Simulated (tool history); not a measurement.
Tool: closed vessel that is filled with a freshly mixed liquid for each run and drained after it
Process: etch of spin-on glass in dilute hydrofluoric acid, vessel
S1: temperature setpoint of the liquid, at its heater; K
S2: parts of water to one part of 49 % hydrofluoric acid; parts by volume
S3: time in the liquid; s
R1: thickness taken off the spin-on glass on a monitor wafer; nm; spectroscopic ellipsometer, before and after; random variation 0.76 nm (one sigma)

| run | hour | S1 | S2 | S3 | R1 |
|---|---|---|---|---|---|
| 1 | 0 | 298.15 | 120 | 145 | 48.28 |
| 2 | 3.5 | 298.15 | 150 | 145 | 37.346 |
| 3 | 10.7 | 298.15 | 150 | 145 | 37.51 |
| 4 | 13.2 | 298.15 | 190 | 145 | 27.972 |
| 5 | 16.7 | 300.65 | 140 | 150 | 46.471 |
| 6 | 22.9 | 302.15 | 105 | 150 | 67.255 |
| 7 | 23.4 | 303.15 | 80 | 150 | 96.055 |

Run 8 comes next. What will it give?
| 8 | 28.5 | 304.15 | 65 | 150 | ? |

Run 8 gave R1 125.19 nm.

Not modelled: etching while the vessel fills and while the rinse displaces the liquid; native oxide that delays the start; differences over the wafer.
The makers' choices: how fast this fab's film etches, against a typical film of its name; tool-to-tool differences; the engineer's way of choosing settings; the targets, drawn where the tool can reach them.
